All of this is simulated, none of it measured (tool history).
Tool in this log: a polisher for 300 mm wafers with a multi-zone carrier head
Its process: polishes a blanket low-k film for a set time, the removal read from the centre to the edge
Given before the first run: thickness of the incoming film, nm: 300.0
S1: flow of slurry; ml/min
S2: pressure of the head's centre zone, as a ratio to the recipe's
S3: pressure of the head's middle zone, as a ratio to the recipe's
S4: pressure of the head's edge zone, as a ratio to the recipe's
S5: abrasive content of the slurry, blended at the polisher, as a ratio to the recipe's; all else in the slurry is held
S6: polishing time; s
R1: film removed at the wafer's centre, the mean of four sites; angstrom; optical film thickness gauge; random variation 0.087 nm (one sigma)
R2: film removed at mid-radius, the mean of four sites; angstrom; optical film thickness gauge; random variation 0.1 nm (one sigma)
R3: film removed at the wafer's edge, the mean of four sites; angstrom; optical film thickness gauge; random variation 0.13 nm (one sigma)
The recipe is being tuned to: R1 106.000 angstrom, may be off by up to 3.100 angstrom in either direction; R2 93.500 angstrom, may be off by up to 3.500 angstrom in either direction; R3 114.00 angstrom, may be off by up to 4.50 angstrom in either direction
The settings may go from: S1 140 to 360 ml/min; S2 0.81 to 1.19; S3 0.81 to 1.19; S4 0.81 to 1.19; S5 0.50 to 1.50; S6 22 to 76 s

run	hour	S1	S2	S3	S4	S5	S6	R1	R2	R3
1	0.0	230	1.00	1.00	1.00	1.00	49	181.600	186.910	182.66
2	6.8	230	1.00	1.00	1.00	1.10	49	186.740	191.620	191.24
3	7.6	225	1.00	0.97	1.02	1.00	47	172.190	177.830	180.50
4	11.9	225	0.95	0.97	1.02	1.00	47	164.700	175.710	177.94
5	16.3	225	0.95	0.97	1.05	1.00	47	165.740	171.030	184.32
6	20.5	225	0.95	1.05	1.05	1.00	47	166.270	186.920	181.89
7	24.3	225	0.96	1.02	1.06	0.95	45	156.750	172.450	171.20
8	26.4	225	0.98	0.99	1.08	0.90	43	151.330	157.420	160.90
9	30.6	225	0.98	0.97	1.09	0.85	42	143.660	146.520	155.89
10	38.9	225	0.98	0.95	1.09	0.80	41	138.650	139.330	149.46
11	47.3	225	0.98	0.93	1.09	0.75	40	132.130	131.380	138.48

Pick the move, out of 5, that brings all results within their allowed miss; only one does.
A	55.7	140	1.08	0.90	1.19	0.65	30	?	?	?
B	55.7	215	0.99	0.82	1.08	0.55	36	?	?	?
C	55.7	205	0.94	0.94	1.10	0.60	35	?	?	?
D	55.7	215	0.87	1.11	1.03	0.60	34	?	?	?
E	55.7	265	1.00	0.86	1.07	0.70	29	?	?	?

move	R1	R2	R3
A	99.265	86.522	102.49
B	107.390	94.425	113.58
C	101.870	105.450	114.47
D	92.073	118.250	107.72
E	97.329	87.831	100.69
A: takes the biggest miss from the last run beyond its target
B: all results land within tolerance of their targets
C: closer than the last run, but not yet in spec
D: closer than the last run, but not yet in spec
E: takes the biggest miss from the last run beyond its target
B is the move that brings every result within its allowed miss.
